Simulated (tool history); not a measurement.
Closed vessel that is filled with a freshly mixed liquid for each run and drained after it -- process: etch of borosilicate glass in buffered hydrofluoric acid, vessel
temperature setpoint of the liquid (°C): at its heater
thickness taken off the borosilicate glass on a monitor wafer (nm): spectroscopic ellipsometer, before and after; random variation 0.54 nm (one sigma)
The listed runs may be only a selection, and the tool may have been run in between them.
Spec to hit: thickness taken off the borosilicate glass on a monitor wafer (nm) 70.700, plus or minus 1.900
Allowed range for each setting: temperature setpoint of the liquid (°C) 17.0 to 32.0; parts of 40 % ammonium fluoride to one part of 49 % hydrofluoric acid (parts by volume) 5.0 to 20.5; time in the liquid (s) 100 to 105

run  hour  temperature setpoint of the liquid (°C)  parts of 40 % ammonium fluoride to one part of 49 % hydrofluoric acid (parts by volume)  time in the liquid (s)  thickness taken off the borosilicate glass on a monitor wafer (nm)
  1   0.0                                     24.0                                                                                     12.5                     100                                                             108.870
  2   7.0                                     23.0                                                                                     12.5                     100                                                             103.640
  3  11.5                                     23.0                                                                                     12.5                     100                                                             105.410
  4  15.1                                     21.5                                                                                     13.0                     100                                                              90.707
  5  23.4                                     21.5                                                                                     13.0                     105                                                              96.070
  6  28.6                                     20.5                                                                                     13.0                     105                                                              90.598
  7  30.7                                     19.5                                                                                     13.0                     105                                                              84.971
  8  33.3                                     19.0                                                                                     13.0                     105                                                              84.101
  9  36.8                                     18.5                                                                                     13.0                     105                                                              81.924
 10  44.6                                     18.0                                                                                     13.0                     105                                                              80.333
 11  46.0                                     17.5                                                                                     13.5                     105                                                              74.505

Of the 5 settings listed for the next run, only one would bring every result within its allowed miss of target. Which one?
  A  47.4                                     19.5                                                                                     14.5                     105                                                                   ?
  B  47.4                                     18.5                                                                                     13.5                     100                                                                   ?
  C  47.4                                     17.0                                                                                     12.5                     105                                                                   ?
  D  47.4                                     18.5                                                                                     15.0                     105                                                                   ?
  E  47.4                                     19.0                                                                                     14.0                     105                                                                   ?

move  thickness taken off the borosilicate glass on a monitor wafer (nm)
   A                                                              76.905
   B                                                              74.396
   C                                                              77.562
   D                                                              70.363
   E                                                              77.462
A: moves away from the targets compared with the last run
B: about the same distance from the targets as the last run
C: moves away from the targets compared with the last run
D: every result lands within tolerance
E: moves away from the targets compared with the last run
Answer: D

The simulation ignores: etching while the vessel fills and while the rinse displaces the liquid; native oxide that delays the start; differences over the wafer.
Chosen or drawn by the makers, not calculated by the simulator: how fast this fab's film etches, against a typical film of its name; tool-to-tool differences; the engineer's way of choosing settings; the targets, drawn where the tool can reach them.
